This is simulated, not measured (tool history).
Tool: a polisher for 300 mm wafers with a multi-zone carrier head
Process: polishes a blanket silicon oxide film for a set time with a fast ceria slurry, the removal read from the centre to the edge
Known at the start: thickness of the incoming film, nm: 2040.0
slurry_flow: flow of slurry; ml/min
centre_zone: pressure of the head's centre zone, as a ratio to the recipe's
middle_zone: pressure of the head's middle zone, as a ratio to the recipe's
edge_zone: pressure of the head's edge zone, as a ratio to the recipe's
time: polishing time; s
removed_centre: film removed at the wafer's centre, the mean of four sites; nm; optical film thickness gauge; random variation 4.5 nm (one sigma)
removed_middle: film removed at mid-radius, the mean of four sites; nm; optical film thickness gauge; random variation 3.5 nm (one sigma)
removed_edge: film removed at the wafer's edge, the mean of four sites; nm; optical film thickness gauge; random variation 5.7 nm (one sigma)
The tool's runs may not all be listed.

run	hour	slurry_flow	centre_zone	middle_zone	edge_zone	time	removed_centre	removed_middle	removed_edge
1	0.0	260	1.00	1.00	1.00	36	467.14	472.72	477.55
2	5.7	260	1.00	1.00	0.96	36	463.01	473.52	466.96
3	8.0	260	0.99	0.99	1.00	37	476.91	483.72	491.28
4	12.7	260	0.99	0.99	1.00	44	564.00	574.21	578.02
5	17.5	260	0.99	0.99	1.00	49	635.47	646.35	653.15
6	23.8	290	0.99	0.99	1.00	49	637.38	654.29	646.78
7	27.4	280	0.97	0.97	1.01	49	635.26	638.67	659.04

Run 8 comes next. What will it give?
8	35.8	275	0.94	0.95	1.01	49	?	?	?

Run 8 gave removed_centre 610.61 nm, removed_middle 627.09 nm, removed_edge 650.42 nm.
